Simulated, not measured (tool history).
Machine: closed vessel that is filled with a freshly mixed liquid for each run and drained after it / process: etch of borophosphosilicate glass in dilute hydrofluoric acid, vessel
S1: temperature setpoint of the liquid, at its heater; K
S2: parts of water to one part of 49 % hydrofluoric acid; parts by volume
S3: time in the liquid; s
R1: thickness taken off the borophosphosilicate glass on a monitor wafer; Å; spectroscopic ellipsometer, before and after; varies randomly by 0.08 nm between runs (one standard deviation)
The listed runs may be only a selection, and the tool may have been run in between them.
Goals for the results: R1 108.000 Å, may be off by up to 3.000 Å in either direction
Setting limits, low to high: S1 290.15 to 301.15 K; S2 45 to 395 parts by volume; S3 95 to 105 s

| run | hour | S1 | S2 | S3 | R1 |
|---|---|---|---|---|---|
| 1 | 0.0 | 293.15 | 220 | 95 | 139.100 |
| 2 | 1.8 | 293.15 | 150 | 95 | 217.130 |
| 3 | 5.3 | 296.65 | 150 | 95 | 251.560 |
| 4 | 8.6 | 296.65 | 150 | 95 | 248.880 |
| 5 | 12.2 | 295.15 | 170 | 95 | 203.010 |
| 6 | 14.6 | 295.15 | 170 | 95 | 202.630 |
| 7 | 19.7 | 294.15 | 185 | 95 | 175.590 |
|  | 23.2 | hydrofluoric acid flow meter replaced |
| 8 | 23.2 | 293.15 | 195 | 95 | 142.390 |
| 9 | 26.5 | 292.65 | 195 | 95 | 139.990 |
| 10 | 32.0 | 292.65 | 195 | 95 | 138.840 |
| 11 | 33.2 | 292.15 | 195 | 95 | 135.020 |
| 12 | 41.5 | 291.65 | 195 | 95 | 136.480 |
| 13 | 45.6 | 290.15 | 235 | 95 | 102.000 |
| 14 | 47.8 | 290.15 | 235 | 95 | 101.300 |
| 15 | 50.2 | 290.65 | 235 | 95 | 104.070 |

Pick the move, out of 5, that brings all results within their allowed miss; only one does.
| A | 52.6 | 290.65 | 225 | 95 | ? |
| B | 52.6 | 291.65 | 245 | 95 | ? |
| C | 52.6 | 291.65 | 255 | 95 | ? |
| D | 52.6 | 290.15 | 235 | 95 | ? |
| E | 52.6 | 293.65 | 265 | 95 | ? |

| move | R1 |
|---|---|
| A | 110.220 |
| B | 103.330 |
| C | 98.388 |
| D | 102.560 |
| E | 101.130 |
A: all results in spec
B: its largest miss is bigger than the last run's
C: its largest miss is bigger than the last run's
D: its largest miss is bigger than the last run's
E: its largest miss is bigger than the last run's
Correct choice: A, which meets every target

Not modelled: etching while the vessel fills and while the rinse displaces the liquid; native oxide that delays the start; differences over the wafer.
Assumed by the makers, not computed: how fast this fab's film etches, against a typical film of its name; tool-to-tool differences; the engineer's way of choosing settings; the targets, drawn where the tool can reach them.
